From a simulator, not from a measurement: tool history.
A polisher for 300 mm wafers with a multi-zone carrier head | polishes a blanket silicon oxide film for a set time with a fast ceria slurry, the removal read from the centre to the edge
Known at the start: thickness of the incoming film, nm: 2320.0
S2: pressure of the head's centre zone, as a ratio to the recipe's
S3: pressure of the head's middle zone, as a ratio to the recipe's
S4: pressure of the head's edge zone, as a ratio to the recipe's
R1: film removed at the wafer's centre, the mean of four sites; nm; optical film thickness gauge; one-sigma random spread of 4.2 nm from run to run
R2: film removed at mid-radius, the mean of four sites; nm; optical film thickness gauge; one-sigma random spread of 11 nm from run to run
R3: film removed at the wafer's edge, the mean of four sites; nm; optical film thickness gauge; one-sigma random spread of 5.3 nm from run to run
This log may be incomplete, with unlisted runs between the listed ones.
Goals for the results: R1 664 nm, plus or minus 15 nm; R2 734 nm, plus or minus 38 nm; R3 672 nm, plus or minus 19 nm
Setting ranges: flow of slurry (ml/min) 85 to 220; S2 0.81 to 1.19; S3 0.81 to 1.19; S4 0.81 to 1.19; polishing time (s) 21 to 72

{"run": 1, "day": 0.0, "flow of slurry (ml/min)": 140, "S2": 1, "S3": 1, "S4": 1, "polishing time (s)": 46, "R1": 765.67, "R2": 744.28, "R3": 753.65}
{"run": 2, "day": 0.096, "flow of slurry (ml/min)": 125, "S2": 0.98, "S3": 1.02, "S4": 0.97, "polishing time (s)": 46, "R1": 737.14, "R2": 784.05, "R3": 730.85}
{"run": 3, "day": 0.196, "flow of slurry (ml/min)": 115, "S2": 0.97, "S3": 1, "S4": 0.95, "polishing time (s)": 46, "R1": 713.88, "R2": 722.48, "R3": 720.96}
{"run": 4, "day": 0.296, "flow of slurry (ml/min)": 115, "S2": 0.97, "S3": 1, "S4": 0.91, "polishing time (s)": 46, "R1": 725.22, "R2": 740.75, "R3": 706.08}
{"run": 5, "day": 0.458, "flow of slurry (ml/min)": 110, "S2": 0.96, "S3": 1.01, "S4": 0.9, "polishing time (s)": 46, "R1": 713.63, "R2": 735.23, "R3": 691.71}
{"run": 6, "day": 0.567, "flow of slurry (ml/min)": 105, "S2": 0.95, "S3": 1.02, "S4": 0.9, "polishing time (s)": 46, "R1": 688.48, "R2": 725, "R3": 700.55}
{"run": 7, "day": 0.938, "flow of slurry (ml/min)": 100, "S2": 0.95, "S3": 1.03, "S4": 0.88, "polishing time (s)": 46, "R1": 692.29, "R2": 741.66, "R3": 683.45}
{"run": 8, "day": 1.025, "flow of slurry (ml/min)": 95, "S2": 0.94, "S3": 1.03, "S4": 0.88, "polishing time (s)": 46, "R1": 680.54, "R2": 732.62, "R3": 675.34}

Below are 4 possible settings for the next run. Only one of them brings all results inside the allowed miss of their targets. Which is it?
{"run": "A", "day": 1.112, "flow of slurry (ml/min)": 85, "S2": 1.05, "S3": 1.13, "S4": 1.03, "polishing time (s)": 45, "R1": "?", "R2": "?", "R3": "?"}
{"run": "B", "day": 1.112, "flow of slurry (ml/min)": 95, "S2": 0.92, "S3": 1.03, "S4": 0.85, "polishing time (s)": 46, "R1": "?", "R2": "?", "R3": "?"}
{"run": "C", "day": 1.112, "flow of slurry (ml/min)": 95, "S2": 0.97, "S3": 1, "S4": 0.89, "polishing time (s)": 46, "R1": "?", "R2": "?", "R3": "?"}
{"run": "D", "day": 1.112, "flow of slurry (ml/min)": 85, "S2": 1.05, "S3": 1.13, "S4": 0.97, "polishing time (s)": 44, "R1": "?", "R2": "?", "R3": "?"}

move=A R1=731.13 R2=753.76 R3=716.84
move=B R1=666.84 R2=728.1 R3=678.57
move=C R1=703.25 R2=710.91 R3=693.09
move=D R1=714.89 R2=737.07 R3=680.89
A: moves away from the targets compared with the last run
B: each result inside its tolerance
C: moves away from the targets compared with the last run
D: moves away from the targets compared with the last run
Move B is the one to make.
